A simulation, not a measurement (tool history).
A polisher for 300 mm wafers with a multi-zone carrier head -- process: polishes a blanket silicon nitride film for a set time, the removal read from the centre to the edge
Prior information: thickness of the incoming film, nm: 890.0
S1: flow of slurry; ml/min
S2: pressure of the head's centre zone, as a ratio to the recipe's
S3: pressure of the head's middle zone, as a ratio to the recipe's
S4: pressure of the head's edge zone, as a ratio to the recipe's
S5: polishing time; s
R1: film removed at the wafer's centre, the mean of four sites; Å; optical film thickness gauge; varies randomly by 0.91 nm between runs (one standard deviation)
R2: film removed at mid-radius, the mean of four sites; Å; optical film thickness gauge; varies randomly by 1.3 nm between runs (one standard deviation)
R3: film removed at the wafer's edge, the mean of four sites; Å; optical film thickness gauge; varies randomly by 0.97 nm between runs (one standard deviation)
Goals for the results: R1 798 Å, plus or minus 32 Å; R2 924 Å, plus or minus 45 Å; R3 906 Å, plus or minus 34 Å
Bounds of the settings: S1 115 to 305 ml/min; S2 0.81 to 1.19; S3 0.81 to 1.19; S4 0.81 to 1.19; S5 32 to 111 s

Run 1, hour 0: S1 195 ml/min, S2 1, S3 1, S4 1, S5 71 s. Result: R1 1285.1 Å, R2 1239 Å, R3 1292.7 Å.
Run 2, hour 3.8: S1 195 ml/min, S2 1, S3 1, S4 1.07, S5 71 s. Result: R1 1258.8 Å, R2 1252.3 Å, R3 1346.6 Å.
Run 3, hour 6.5: S1 195 ml/min, S2 1, S3 1, S4 1.07, S5 84 s. Result: R1 1527.3 Å, R2 1474.2 Å, R3 1593.2 Å.
Run 4, hour 9.3: S1 195 ml/min, S2 1, S3 1, S4 1.07, S5 92 s. Result: R1 1644.4 Å, R2 1638.8 Å, R3 1741.3 Å.
Run 5, hour 17: S1 195 ml/min, S2 1.05, S3 1, S4 1.07, S5 92 s. Result: R1 1738.8 Å, R2 1610.5 Å, R3 1745.6 Å.
Run 6, hour 22.5: S1 195 ml/min, S2 1.05, S3 1, S4 1.07, S5 74 s. Result: R1 1388.2 Å, R2 1261.3 Å, R3 1411 Å.
Run 7, hour 24.6: S1 165 ml/min, S2 0.95, S3 1.1, S4 0.97, S5 54 s. Result: R1 884.69 Å, R2 987.3 Å, R3 958.51 Å.
Run 8, hour 28.2: S1 160 ml/min, S2 0.95, S3 1.1, S4 0.97, S5 54 s. Result: R1 885.09 Å, R2 968.49 Å, R3 958.14 Å.

Consider the 5 candidate settings below. Which is the only one whose results all fall within their allowed miss of target?
Run A, hour 31.8: S1 180 ml/min, S2 0.95, S3 1.05, S4 0.93, S5 52 s. Result: R1 ?, R2 ?, R3 ?.
Run B, hour 31.8: S1 140 ml/min, S2 1.04, S3 1.05, S4 1.12, S5 52 s. Result: R1 ?, R2 ?, R3 ?.
Run C, hour 31.8: S1 235 ml/min, S2 1.04, S3 1.03, S4 0.95, S5 57 s. Result: R1 ?, R2 ?, R3 ?.
Run D, hour 31.8: S1 185 ml/min, S2 0.95, S3 1.19, S4 1, S5 52 s. Result: R1 ?, R2 ?, R3 ?.
Run E, hour 31.8: S1 160 ml/min, S2 0.9, S3 1.09, S4 0.97, S5 51 s. Result: R1 ?, R2 ?, R3 ?.

move      R1      R2      R3
   A   893.4  912.26  917.25
   B  933.17  873.75  974.07
   C  1116.5  1022.3  1043.1
   D  898.21  1001.1   950.8
   E  812.66  901.62  904.81
A: lands further from the targets than the last run did
B: lands further from the targets than the last run did
C: lands further from the targets than the last run did
D: lands further from the targets than the last run did
E: in spec on every target
Correct choice: E, which meets every target

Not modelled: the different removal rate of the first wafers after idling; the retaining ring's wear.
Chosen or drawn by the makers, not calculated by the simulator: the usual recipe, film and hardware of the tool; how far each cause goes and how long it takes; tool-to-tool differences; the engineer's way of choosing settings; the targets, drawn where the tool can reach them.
